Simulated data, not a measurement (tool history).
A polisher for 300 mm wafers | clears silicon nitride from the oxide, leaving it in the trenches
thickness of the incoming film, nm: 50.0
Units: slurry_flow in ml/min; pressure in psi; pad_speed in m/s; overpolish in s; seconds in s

run 1 day=0 | slurry_flow=245 pressure=1.8 pad_speed=1.06 overpolish=33 | seconds=89.265
run 2 day=0.129 | slurry_flow=245 pressure=2 pad_speed=1.06 overpolish=33 | seconds=82.204
run 3 day=0.479 | slurry_flow=245 pressure=1.8 pad_speed=1.04 overpolish=33 | seconds=92.154
run 4 day=0.788 | slurry_flow=245 pressure=1.8 pad_speed=1.2 overpolish=33 | seconds=79.349
run 5 day=1.083 | slurry_flow=220 pressure=1.8 pad_speed=1.2 overpolish=33 | seconds=80.054
run 6 day=1.117 | slurry_flow=220 pressure=1.6 pad_speed=1.18 overpolish=33 | seconds=86.317
run 7 day=1.321 | slurry_flow=220 pressure=1.4 pad_speed=1.16 overpolish=33 | seconds=94.299

The next listed run, before its measurement:
run 8 day=1.621 | slurry_flow=220 pressure=1.3 pad_speed=1.14 overpolish=33 | seconds=?

{"run 8": {"seconds": 101.96}}
